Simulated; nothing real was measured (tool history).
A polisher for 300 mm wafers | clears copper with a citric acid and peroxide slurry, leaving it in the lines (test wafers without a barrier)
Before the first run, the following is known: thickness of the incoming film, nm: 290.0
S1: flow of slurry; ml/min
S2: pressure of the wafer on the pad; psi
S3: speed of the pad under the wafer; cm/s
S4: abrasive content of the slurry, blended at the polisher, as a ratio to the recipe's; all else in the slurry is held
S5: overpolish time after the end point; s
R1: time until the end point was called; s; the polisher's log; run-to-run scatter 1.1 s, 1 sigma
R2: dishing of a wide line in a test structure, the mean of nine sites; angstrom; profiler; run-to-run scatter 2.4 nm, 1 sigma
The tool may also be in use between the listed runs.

run	day	S1	S2	S3	S4	S5	R1	R2
1	0	285	3	122	1	23	94.485	491.1
2	0.121	285	3	122	1.2	23	95.093	487.61
3	0.192	285	3.3	122	1.2	23	85.64	540.95
4	0.458	285	3.3	110	1.2	23	92.113	500.43
5	0.779	285	4	110	1.2	23	76.875	595.77
6	0.833	285	4.1	114	1.2	25	73.492	673.26
7	0.9	285	4.2	116	1.2	27	68.006	738.43
8	1.146	285	4.2	116	1.2	29	70.334	772.51
9	1.462	285	4.3	116	1.2	31	68.038	820.24
10	1.517	285	4.4	116	1.2	33	66.257	885.46
11	1.783	285	4.4	116	1.2	34	67.041	886.31

What will run 12 give?
12	2.071	285	4.4	116	1.2	35	?	?

{"run 12": {"R1": 67.975, "R2": 926.52}}
